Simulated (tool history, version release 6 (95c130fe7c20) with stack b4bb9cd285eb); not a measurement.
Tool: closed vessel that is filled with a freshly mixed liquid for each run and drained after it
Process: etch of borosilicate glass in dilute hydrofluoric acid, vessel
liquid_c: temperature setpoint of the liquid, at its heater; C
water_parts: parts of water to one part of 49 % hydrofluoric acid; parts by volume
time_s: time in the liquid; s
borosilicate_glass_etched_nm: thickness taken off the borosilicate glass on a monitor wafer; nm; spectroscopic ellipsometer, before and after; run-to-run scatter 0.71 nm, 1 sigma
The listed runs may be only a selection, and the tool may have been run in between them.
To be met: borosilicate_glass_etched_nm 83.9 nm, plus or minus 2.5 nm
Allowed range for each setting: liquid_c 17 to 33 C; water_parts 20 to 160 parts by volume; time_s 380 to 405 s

run    day  liquid_c  water_parts  time_s  borosilicate_glass_etched_nm
  1      0        25           90     380                        105.67
  2  0.325        25           65     380                        154.08
  3    0.4        23           70     380                        128.93
  4  0.462        23           70     380                        129.04
  5  0.679      21.5           75     380                        115.34
  6  0.888      24.5           75     380                        126.91
  7   1.25        23           80     380                        112.92
  8   1.35      21.5           80     380                        105.17
  9  1.529      20.5           80     380                        102.05
 10  1.712      20.5           80     380                        100.27
 11  1.917      19.5           80     380                        95.988
 12  2.096        19           80     380                        94.909

Exactly one of the 4 candidate moves below puts every result within its allowed miss. Which one?
  A  2.275        19           85     380                             ?
  B  2.275        20           80     390                             ?
  C  2.275        21           80     405                             ?
  D  2.275      20.5           95     380                             ?

move  borosilicate_glass_etched_nm
   A                        89.758
   B                        102.63
   C                        111.08
   D                        84.502
A: nearer the targets than the last run, but a result is still out of spec
B: its largest miss is bigger than the last run's
C: its largest miss is bigger than the last run's
D: each result inside its tolerance
D meets every target.

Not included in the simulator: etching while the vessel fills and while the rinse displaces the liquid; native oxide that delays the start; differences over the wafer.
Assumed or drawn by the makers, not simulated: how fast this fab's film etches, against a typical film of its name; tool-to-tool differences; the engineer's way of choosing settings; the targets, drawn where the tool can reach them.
